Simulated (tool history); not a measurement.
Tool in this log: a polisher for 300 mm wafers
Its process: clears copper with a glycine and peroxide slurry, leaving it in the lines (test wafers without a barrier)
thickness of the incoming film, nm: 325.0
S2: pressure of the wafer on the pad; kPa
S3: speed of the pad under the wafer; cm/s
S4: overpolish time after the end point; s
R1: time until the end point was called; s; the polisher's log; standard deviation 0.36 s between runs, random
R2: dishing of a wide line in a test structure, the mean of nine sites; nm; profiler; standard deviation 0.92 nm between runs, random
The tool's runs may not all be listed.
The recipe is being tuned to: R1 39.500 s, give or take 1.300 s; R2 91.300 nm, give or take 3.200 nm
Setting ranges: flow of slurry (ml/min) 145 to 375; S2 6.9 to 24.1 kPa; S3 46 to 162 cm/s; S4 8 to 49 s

{"run": 1, "hour": 0.0, "flow of slurry (ml/min)": 240, "S2": 15.2, "S3": 104, "S4": 25, "R1": 67.11, "R2": 63.002}
{"run": 2, "hour": 7.6, "flow of slurry (ml/min)": 240, "S2": 15.2, "S3": 122, "S4": 25, "R1": 59.784, "R2": 66.49}
{"run": 3, "hour": 9.0, "flow of slurry (ml/min)": 240, "S2": 18.6, "S3": 122, "S4": 25, "R1": 50.384, "R2": 72.904}
{"run": 4, "hour": 12.8, "flow of slurry (ml/min)": 195, "S2": 18.6, "S3": 122, "S4": 25, "R1": 52.086, "R2": 71.335}
{"run": 5, "hour": 15.0, "flow of slurry (ml/min)": 205, "S2": 19.3, "S3": 122, "S4": 26, "R1": 49.519, "R2": 75.111}
{"run": 6, "hour": 20.6, "flow of slurry (ml/min)": 210, "S2": 20.0, "S3": 122, "S4": 26, "R1": 46.906, "R2": 77.126}
{"run": 7, "hour": 23.7, "flow of slurry (ml/min)": 220, "S2": 20.7, "S3": 122, "S4": 27, "R1": 45.929, "R2": 78.538}
{"run": 8, "hour": 29.8, "flow of slurry (ml/min)": 220, "S2": 21.4, "S3": 122, "S4": 28, "R1": 45.281, "R2": 80.391}
{"run": 9, "hour": 38.5, "flow of slurry (ml/min)": 220, "S2": 22.1, "S3": 122, "S4": 29, "R1": 43.496, "R2": 82.562}
{"run": 10, "hour": 41.9, "flow of slurry (ml/min)": 220, "S2": 22.1, "S3": 122, "S4": 30, "R1": 43.744, "R2": 84.248}
{"run": 11, "hour": 45.5, "flow of slurry (ml/min)": 225, "S2": 23.4, "S3": 122, "S4": 31, "R1": 40.959, "R2": 83.525}
{"run": 12, "hour": 46.9, "flow of slurry (ml/min)": 225, "S2": 23.4, "S3": 124, "S4": 32, "R1": 40.594, "R2": 85.696}
{"run": 13, "hour": 50.7, "flow of slurry (ml/min)": 225, "S2": 23.4, "S3": 124, "S4": 33, "R1": 40.293, "R2": 86.819}
{"run": 14, "hour": 59.0, "flow of slurry (ml/min)": 225, "S2": 23.4, "S3": 124, "S4": 34, "R1": 40.356, "R2": 86.511}

Consider the 5 candidate settings below. Which is the only one whose results all fall within their allowed miss of target?
{"run": "A", "hour": 67.3, "flow of slurry (ml/min)": 230, "S2": 22.1, "S3": 134, "S4": 29, "R1": "?", "R2": "?"}
{"run": "B", "hour": 67.3, "flow of slurry (ml/min)": 280, "S2": 24.1, "S3": 112, "S4": 38, "R1": "?", "R2": "?"}
{"run": "C", "hour": 67.3, "flow of slurry (ml/min)": 260, "S2": 22.1, "S3": 136, "S4": 26, "R1": "?", "R2": "?"}
{"run": "D", "hour": 67.3, "flow of slurry (ml/min)": 270, "S2": 23.4, "S3": 126, "S4": 42, "R1": "?", "R2": "?"}
{"run": "E", "hour": 67.3, "flow of slurry (ml/min)": 250, "S2": 23.4, "S3": 124, "S4": 26, "R1": "?", "R2": "?"}

move=A R1=40.362 R2=85.047
move=B R1=42.726 R2=91.667
move=C R1=39.290 R2=82.819
move=D R1=39.681 R2=93.541
move=E R1=40.573 R2=82.771
A: lands further from the targets than the last run did
B: the furthest-off result lands on target, but another misses its tolerance
C: lands further from the targets than the last run did
D: hits every target within its allowed miss
E: lands further from the targets than the last run did
Go with D: it meets all targets.
